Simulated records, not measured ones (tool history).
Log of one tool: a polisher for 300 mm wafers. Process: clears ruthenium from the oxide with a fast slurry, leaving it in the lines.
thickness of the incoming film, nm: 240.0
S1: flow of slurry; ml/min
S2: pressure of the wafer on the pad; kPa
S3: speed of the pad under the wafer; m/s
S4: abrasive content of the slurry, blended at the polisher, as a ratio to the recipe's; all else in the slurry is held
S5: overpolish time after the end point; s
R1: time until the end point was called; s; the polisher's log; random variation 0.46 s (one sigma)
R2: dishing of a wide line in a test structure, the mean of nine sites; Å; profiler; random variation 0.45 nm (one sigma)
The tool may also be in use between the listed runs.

{"run": 1, "hour": 0.0, "S1": 255, "S2": 24.1, "S3": 1.28, "S4": 1.0, "S5": 16, "R1": 45.569, "R2": 571.64}
{"run": 2, "hour": 5.2, "S1": 255, "S2": 27.6, "S3": 1.28, "S4": 1.0, "S5": 16, "R1": 39.693, "R2": 627.38}
{"run": 3, "hour": 9.2, "S1": 255, "S2": 27.6, "S3": 1.1, "S4": 1.0, "S5": 16, "R1": 44.978, "R2": 584.24}
{"run": 4, "hour": 12.6, "S1": 220, "S2": 27.6, "S3": 1.1, "S4": 1.0, "S5": 16, "R1": 46.565, "R2": 593.88}
{"run": 5, "hour": 14.2, "S1": 220, "S2": 33.1, "S3": 1.1, "S4": 1.0, "S5": 16, "R1": 38.257, "R2": 647.22}
{"run": 6, "hour": 15.9, "S1": 265, "S2": 32.4, "S3": 1.06, "S4": 0.9, "S5": 13, "R1": 41.419, "R2": 550.39}
{"run": 7, "hour": 17.2, "S1": 195, "S2": 25.5, "S3": 1.04, "S4": 1.15, "S5": 5, "R1": 50.186, "R2": 203.83}

The next listed run, before its measurement:
{"run": 8, "hour": 21.9, "S1": 200, "S2": 25.5, "S3": 1.04, "S4": 1.15, "S5": 5, "R1": "?", "R2": "?"}

Run 8 gave R1 50.222 s, R2 205.13 Å.

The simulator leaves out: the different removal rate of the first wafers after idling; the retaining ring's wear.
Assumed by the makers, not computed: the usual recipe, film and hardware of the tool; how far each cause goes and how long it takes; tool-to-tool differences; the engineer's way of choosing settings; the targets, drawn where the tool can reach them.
